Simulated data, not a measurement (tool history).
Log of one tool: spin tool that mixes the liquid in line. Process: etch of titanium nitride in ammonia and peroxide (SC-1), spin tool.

run  hour  temperature setpoint of the liquid (C)  parts of water to one part of 30 % peroxide (parts by volume)  parts of 29 % ammonia solution to one part of 30 % peroxide (parts by volume)  time under the liquid (s)  thickness taken off the titanium nitride on a monitor wafer (Å)
  1     0                                      50                                                            9.5                                                                           0.65                        285                                                           291.74
  2   5.6                                      47                                                            9.5                                                                           0.65                        285                                                           238.89
  3  13.5                                      47                                                             11                                                                           0.65                        285                                                           219.79
  4  16.1                                      47                                                             11                                                                           0.65                        305                                                           232.86
  5    18                                      47                                                             11                                                                            0.8                        305                                                           244.19
  6  25.9                                      47                                                            7.5                                                                            0.8                        305                                                           297.37
  7  28.9                                      44                                                              8                                                                            0.8                        305                                                           230.05
  8  29.7                                      42                                                              8                                                                            0.8                        305                                                           197.07
  9  33.3                                      42                                                              8                                                                            0.8                        305                                                           198.17
 10  39.8                                    40.5                                                              8                                                                            0.8                        305                                                           179.51

Forecast run 11:
 11  44.5                                    39.5                                                              8                                                                            0.8                        305                                                                ?

thickness taken off the titanium nitride on a monitor wafer (Å): 166
